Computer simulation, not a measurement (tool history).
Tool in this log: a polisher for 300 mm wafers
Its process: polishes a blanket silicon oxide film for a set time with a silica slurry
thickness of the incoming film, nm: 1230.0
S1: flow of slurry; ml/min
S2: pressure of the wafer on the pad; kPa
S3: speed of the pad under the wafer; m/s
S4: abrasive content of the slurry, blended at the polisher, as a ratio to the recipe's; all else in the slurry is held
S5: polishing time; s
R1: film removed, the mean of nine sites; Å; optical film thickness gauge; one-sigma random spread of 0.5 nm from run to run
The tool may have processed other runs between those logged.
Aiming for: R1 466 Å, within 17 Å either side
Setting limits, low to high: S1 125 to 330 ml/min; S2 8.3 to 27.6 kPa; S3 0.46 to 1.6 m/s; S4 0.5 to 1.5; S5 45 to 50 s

run 1 hour=0 | S1=210 S2=17.9 S3=1.02 S4=1 S5=50 | R1=692.28
run 2 hour=0.9 | S1=210 S2=17.9 S3=1.02 S4=1.2 S5=50 | R1=734.51
run 3 hour=7.4 | S1=210 S2=17.9 S3=1.02 S4=1.2 S5=50 | R1=730.47
run 4 hour=16 | S1=210 S2=17.2 S3=1.02 S4=1.2 S5=50 | R1=713.75
run 5 hour=17.9 | S1=210 S2=17.2 S3=1.28 S4=1.2 S5=50 | R1=810.16
run 6 hour=25.1 | S1=210 S2=17.2 S3=1.28 S4=1.35 S5=50 | R1=825.44
run 7 hour=29.2 | S1=210 S2=15.9 S3=1.26 S4=1.35 S5=50 | R1=775.82
run 8 hour=30.2 | S1=210 S2=15.2 S3=1.24 S4=1.35 S5=50 | R1=746.43
-- hour=37.4 conditioning disc replaced and pad reconditioned
run 9 hour=37.4 | S1=205 S2=10.3 S3=1.08 S4=1.35 S5=50 | R1=580.21

Exercise: of the 5 proposed moves below, exactly one satisfies all targets within the stated allowed misses. Which move is it?
run A hour=44.6 | S1=200 S2=12.4 S3=1.28 S4=1.45 S5=50 | R1=?
run B hour=44.6 | S1=250 S2=11.7 S3=1.38 S4=1.5 S5=49 | R1=?
run C hour=44.6 | S1=200 S2=13.1 S3=1.22 S4=1.4 S5=50 | R1=?
run D hour=44.6 | S1=245 S2=9.7 S3=1.12 S4=1.35 S5=50 | R1=?
run E hour=44.6 | S1=145 S2=9 S3=1.1 S4=1.35 S5=47 | R1=?

move=A R1=805.59
move=B R1=816.2
move=C R1=811.05
move=D R1=576.05
move=E R1=468.91
A: lands further from the targets than the last run did
B: lands further from the targets than the last run did
C: lands further from the targets than the last run did
D: as far off as the last run
E: all results land within tolerance of their targets
The right move is E.
